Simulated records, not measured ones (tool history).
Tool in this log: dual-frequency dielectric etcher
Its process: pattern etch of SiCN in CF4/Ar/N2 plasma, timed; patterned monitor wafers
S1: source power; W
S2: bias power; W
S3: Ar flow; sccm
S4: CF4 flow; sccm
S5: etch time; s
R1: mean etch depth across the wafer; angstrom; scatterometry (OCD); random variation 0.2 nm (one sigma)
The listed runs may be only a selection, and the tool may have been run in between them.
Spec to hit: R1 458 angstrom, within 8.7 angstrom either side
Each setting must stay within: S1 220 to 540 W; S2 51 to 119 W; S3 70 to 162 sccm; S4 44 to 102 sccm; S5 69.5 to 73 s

Run 1, hour 0: S1 380 W, S2 85 W, S3 116 sccm, S4 73 sccm, S5 69.5 s. Result: R1 639.52 angstrom.
Run 2, hour 8.9: S1 350 W, S2 85 W, S3 116 sccm, S4 73 sccm, S5 69.5 s. Result: R1 583.17 angstrom.
Run 3, hour 12.1: S1 340 W, S2 85 W, S3 116 sccm, S4 73 sccm, S5 69.5 s. Result: R1 563.28 angstrom.
Run 4, hour 14.9: S1 330 W, S2 85 W, S3 116 sccm, S4 73 sccm, S5 69.5 s. Result: R1 547.57 angstrom.
Run 5, hour 17.8: S1 320 W, S2 85 W, S3 116 sccm, S4 73 sccm, S5 69.5 s. Result: R1 528.16 angstrom.
Run 6, hour 22: S1 320 W, S2 85 W, S3 95 sccm, S4 73 sccm, S5 69.5 s. Result: R1 538.49 angstrom.
Run 7, hour 28.3: S1 310 W, S2 85 W, S3 95 sccm, S4 73 sccm, S5 69.5 s. Result: R1 519.18 angstrom.
Run 8, hour 36.4: S1 300 W, S2 85 W, S3 95 sccm, S4 73 sccm, S5 69.5 s. Result: R1 503.8 angstrom.
Run 9, hour 44: S1 250 W, S2 84 W, S3 95 sccm, S4 73 sccm, S5 69.5 s. Result: R1 408.17 angstrom.
Run 10, hour 48.2: S1 270 W, S2 84 W, S3 95 sccm, S4 73 sccm, S5 69.5 s. Result: R1 443.44 angstrom.

Pick the move, out of 4, that brings all results within their allowed miss; only one does.
Run A, hour 52.4: S1 290 W, S2 83 W, S3 112 sccm, S4 57 sccm, S5 69.5 s. Result: R1 ?.
Run B, hour 52.4: S1 250 W, S2 90 W, S3 98 sccm, S4 60 sccm, S5 73 s. Result: R1 ?.
Run C, hour 52.4: S1 250 W, S2 85 W, S3 81 sccm, S4 72 sccm, S5 73 s. Result: R1 ?.
Run D, hour 52.4: S1 270 W, S2 92 W, S3 97 sccm, S4 75 sccm, S5 71.5 s. Result: R1 ?.

move      R1
   A  458.55
   B  431.36
   C  437.01
   D   478.6
A: in spec on every target
B: further off than the last run
C: further off than the last run
D: takes the result that was furthest off past its target
Correct choice: A, which meets every target
